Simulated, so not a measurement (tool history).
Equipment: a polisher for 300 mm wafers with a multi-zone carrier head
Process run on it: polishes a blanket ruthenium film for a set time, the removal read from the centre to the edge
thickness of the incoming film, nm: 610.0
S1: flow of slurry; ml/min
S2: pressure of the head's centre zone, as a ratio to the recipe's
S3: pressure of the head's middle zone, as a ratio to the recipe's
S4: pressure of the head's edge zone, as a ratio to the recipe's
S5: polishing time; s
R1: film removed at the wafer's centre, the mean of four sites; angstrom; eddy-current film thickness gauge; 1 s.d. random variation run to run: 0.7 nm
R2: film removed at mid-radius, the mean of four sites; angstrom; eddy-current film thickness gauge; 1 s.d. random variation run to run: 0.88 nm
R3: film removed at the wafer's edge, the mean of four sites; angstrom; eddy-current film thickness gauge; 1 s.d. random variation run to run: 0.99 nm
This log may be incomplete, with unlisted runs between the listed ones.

Run 1, day 0.000: S1 120 ml/min, S2 1.00, S3 1.00, S4 1.00, S5 70 s. Result: R1 742.96 angstrom, R2 693.24 angstrom, R3 718.64 angstrom.
Run 2, day 0.238: S1 120 ml/min, S2 0.94, S3 1.00, S4 1.00, S5 70 s. Result: R1 687.28 angstrom, R2 702.06 angstrom, R3 698.96 angstrom.
Run 3, day 0.304: S1 115 ml/min, S2 0.93, S3 0.99, S4 1.02, S5 71 s. Result: R1 685.24 angstrom, R2 719.43 angstrom, R3 700.79 angstrom.
Run 4, day 0.542: S1 115 ml/min, S2 0.93, S3 1.08, S4 1.02, S5 71 s. Result: R1 701.38 angstrom, R2 750.53 angstrom, R3 714.36 angstrom.
Run 5, day 0.612: S1 115 ml/min, S2 0.93, S3 1.08, S4 0.95, S5 71 s. Result: R1 687.67 angstrom, R2 767.67 angstrom, R3 692.26 angstrom.
Run 6, day 0.808: S1 90 ml/min, S2 0.93, S3 1.08, S4 0.95, S5 71 s. Result: R1 642.63 angstrom, R2 730.44 angstrom, R3 674.60 angstrom.
Run 7, day 1.012: S1 90 ml/min, S2 0.92, S3 1.06, S4 0.97, S5 72 s. Result: R1 633.43 angstrom, R2 715.17 angstrom, R3 673.57 angstrom.

Predict the results of run 8:
At day 1.271: edge zone pressure recalibrated.
Run 8, day 1.271: S1 90 ml/min, S2 0.91, S3 1.04, S4 0.99, S5 73 s. Result: R1 ?, R2 ?, R3 ?.

R1: 655.51 angstrom
R2: 708.31 angstrom
R3: 731.26 angstrom
